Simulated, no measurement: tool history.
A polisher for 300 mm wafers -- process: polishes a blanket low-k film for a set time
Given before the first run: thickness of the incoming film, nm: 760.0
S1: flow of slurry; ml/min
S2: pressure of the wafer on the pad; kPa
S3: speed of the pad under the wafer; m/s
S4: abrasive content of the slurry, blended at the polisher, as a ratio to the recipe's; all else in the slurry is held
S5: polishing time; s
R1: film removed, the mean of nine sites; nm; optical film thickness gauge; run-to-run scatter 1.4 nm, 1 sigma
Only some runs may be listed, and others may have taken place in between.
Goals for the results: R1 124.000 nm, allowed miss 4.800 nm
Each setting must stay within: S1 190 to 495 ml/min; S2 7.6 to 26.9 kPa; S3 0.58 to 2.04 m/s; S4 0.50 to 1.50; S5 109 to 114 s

| run | day | S1 | S2 | S3 | S4 | S5 | R1 |
|---|---|---|---|---|---|---|---|
| 1 | 0.000 | 320 | 17.2 | 1.30 | 1.00 | 109 | 82.459 |
| 2 | 0.171 | 320 | 17.9 | 1.30 | 1.00 | 109 | 85.268 |
| 3 | 0.204 | 320 | 18.6 | 1.30 | 1.00 | 109 | 88.322 |
| 4 | 0.492 | 320 | 22.8 | 1.30 | 1.00 | 109 | 107.490 |
| 5 | 0.554 | 320 | 23.4 | 1.30 | 1.00 | 109 | 110.220 |
| 6 | 0.808 | 320 | 21.4 | 1.30 | 1.00 | 109 | 99.684 |
| 7 | 1.100 | 320 | 22.1 | 1.30 | 1.00 | 109 | 103.150 |
| 8 | 1.142 | 320 | 22.8 | 1.30 | 1.00 | 109 | 106.070 |

Exactly one of the 4 candidate moves below puts every result within its allowed miss. Which one?
| A | 1.183 | 345 | 24.8 | 1.58 | 0.95 | 114 | ? |
| B | 1.183 | 335 | 26.2 | 1.30 | 1.10 | 114 | ? |
| C | 1.183 | 320 | 24.1 | 1.42 | 1.10 | 114 | ? |
| D | 1.183 | 310 | 26.9 | 1.24 | 0.95 | 114 | ? |

| move | R1 |
|---|---|
| A | 136.270 |
| B | 135.230 |
| C | 133.490 |
| D | 120.560 |
A: pushes the last run's worst result past its target
B: pushes the last run's worst result past its target
C: pushes the last run's worst result past its target
D: all results land within tolerance of their targets
Go with D: it meets all targets.
